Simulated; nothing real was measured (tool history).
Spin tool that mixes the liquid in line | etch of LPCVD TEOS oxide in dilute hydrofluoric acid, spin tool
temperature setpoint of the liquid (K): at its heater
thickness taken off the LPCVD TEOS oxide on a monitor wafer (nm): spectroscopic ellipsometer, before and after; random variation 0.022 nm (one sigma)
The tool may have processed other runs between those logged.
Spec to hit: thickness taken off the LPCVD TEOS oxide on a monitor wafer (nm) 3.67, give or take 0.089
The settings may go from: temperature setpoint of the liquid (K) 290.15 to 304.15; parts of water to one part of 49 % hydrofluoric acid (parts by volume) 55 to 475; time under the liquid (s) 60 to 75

run  hour  temperature setpoint of the liquid (K)  parts of water to one part of 49 % hydrofluoric acid (parts by volume)  time under the liquid (s)  thickness taken off the LPCVD TEOS oxide on a monitor wafer (nm)
  1     0                                  296.15                                                                     265                         75                                                            8.2184
  2   7.3                                  296.15                                                                     265                         75                                                            8.2017
  3  15.7                                  296.15                                                                     350                         75                                                            5.6796
  4  22.7                                  296.15                                                                     350                         60                                                            4.5596
  5  27.2                                  295.15                                                                     350                         60                                                            4.4859
  6  29.4                                  293.15                                                                     350                         60                                                             4.088
  7    32                                  292.65                                                                     350                         60                                                            4.0455
  8  36.3                                  292.15                                                                     350                         60                                                            3.9855
  9    39                                  291.65                                                                     350                         60                                                            3.8797
 10  45.5                                  291.15                                                                     350                         60                                                            3.8398
 11  50.3                                  291.15                                                                     350                         60                                                            3.8508
 12  56.3                                  290.65                                                                     350                         60                                                            3.7696

Pick the move, out of 4, that brings all results within their allowed miss; only one does.
  A  62.3                                  290.15                                                                     395                         65                                                                 ?
  B  62.3                                  290.15                                                                     370                         60                                                                 ?
  C  62.3                                  290.15                                                                     355                         60                                                                 ?
  D  62.3                                  290.65                                                                     435                         75                                                                 ?

move  thickness taken off the LPCVD TEOS oxide on a monitor wafer (nm)
   A                                                            3.4114
   B                                                            3.4284
   C                                                            3.6162
   D                                                            3.5281
A: pushes the last run's worst result past its target
B: pushes the last run's worst result past its target
C: every result within its allowed miss
D: pushes the last run's worst result past its target
C meets every target.

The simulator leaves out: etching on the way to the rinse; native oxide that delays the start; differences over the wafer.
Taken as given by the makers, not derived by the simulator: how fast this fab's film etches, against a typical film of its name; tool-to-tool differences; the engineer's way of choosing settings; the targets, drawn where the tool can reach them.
